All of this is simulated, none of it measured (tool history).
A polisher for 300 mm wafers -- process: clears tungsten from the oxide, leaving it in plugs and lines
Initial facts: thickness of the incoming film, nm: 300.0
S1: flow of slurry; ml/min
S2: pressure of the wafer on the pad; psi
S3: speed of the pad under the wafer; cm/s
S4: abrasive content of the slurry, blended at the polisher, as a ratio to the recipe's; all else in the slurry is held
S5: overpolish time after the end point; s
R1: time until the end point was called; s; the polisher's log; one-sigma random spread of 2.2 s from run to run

run	hour	S1	S2	S3	S4	S5	R1
1	0	300	2.4	126	1	18	76.391
2	1.5	300	2.1	120	1	18	90.935
3	4.9	300	2.1	132	1	18	82.017
4	5.9	300	2.1	132	0.85	18	89.556
# hour 9.3: slurry blender recalibrated
5	9.3	300	2.1	132	0.85	18	78.039
6	11.3	230	2.1	132	0.85	18	80.418
7	13	235	1.9	124	0.85	18	93.556
8	14.2	240	1.7	118	0.85	18	106.87
9	21.2	240	1.6	114	0.85	18	114.84
10	24.5	240	1.5	110	0.85	18	121.38
11	26.8	240	1.4	106	0.85	18	134.57
12	30.9	240	1.4	106	0.85	18	132.6
13	37.4	240	1.3	104	0.85	18	143.48
14	46.4	245	1.3	104	0.85	18	143.07

What does the tool deliver on the next run?
15	48.8	250	1.3	104	0.85	18	?

R1: 143.24 s
